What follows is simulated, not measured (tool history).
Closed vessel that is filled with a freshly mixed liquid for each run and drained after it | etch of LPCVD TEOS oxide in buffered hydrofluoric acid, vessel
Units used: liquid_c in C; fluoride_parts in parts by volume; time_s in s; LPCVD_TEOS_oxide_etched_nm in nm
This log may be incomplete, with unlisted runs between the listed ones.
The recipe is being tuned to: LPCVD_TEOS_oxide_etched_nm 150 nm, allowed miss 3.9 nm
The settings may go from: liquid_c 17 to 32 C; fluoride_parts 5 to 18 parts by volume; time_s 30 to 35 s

| run | hour | liquid_c | fluoride_parts | time_s | LPCVD_TEOS_oxide_etched_nm |
|---|---|---|---|---|---|
| 1 | 0 | 24 | 11 | 35 | 93.978 |
| 2 | 5 | 24 | 11 | 30 | 80.32 |
| 3 | 11.9 | 25.5 | 10.5 | 30 | 92.755 |
| 4 | 18.6 | 25.5 | 10.5 | 35 | 107.12 |
| 5 | 27.8 | 25.5 | 8.5 | 35 | 127.64 |
| 6 | 36.7 | 25.5 | 8.5 | 35 | 127.07 |
| 7 | 42.4 | 26 | 8.5 | 35 | 129.81 |
| 8 | 43.5 | 26.5 | 8.5 | 35 | 135.72 |
| 9 | 45.4 | 27 | 8.5 | 35 | 138.55 |
| 10 | 49.5 | 27.5 | 8.5 | 35 | 142.96 |
| 11 | 52.4 | 28 | 8.5 | 35 | 145.03 |

Which single option among these 4 for the next run brings every result within its allowed miss of target? Just one does.
| A | 55.3 | 22 | 6.5 | 35 | ? |
| B | 55.3 | 28.5 | 8 | 30 | ? |
| C | 55.3 | 27.5 | 8 | 35 | ? |
| D | 55.3 | 27.5 | 8.5 | 35 | ? |

| move | LPCVD_TEOS_oxide_etched_nm |
|---|---|
| A | 139.83 |
| B | 138.22 |
| C | 152.92 |
| D | 143.21 |
A: moves away from the targets compared with the last run
B: moves away from the targets compared with the last run
C: in spec on every target
D: moves away from the targets compared with the last run
C is the move that brings every result within its allowed miss.

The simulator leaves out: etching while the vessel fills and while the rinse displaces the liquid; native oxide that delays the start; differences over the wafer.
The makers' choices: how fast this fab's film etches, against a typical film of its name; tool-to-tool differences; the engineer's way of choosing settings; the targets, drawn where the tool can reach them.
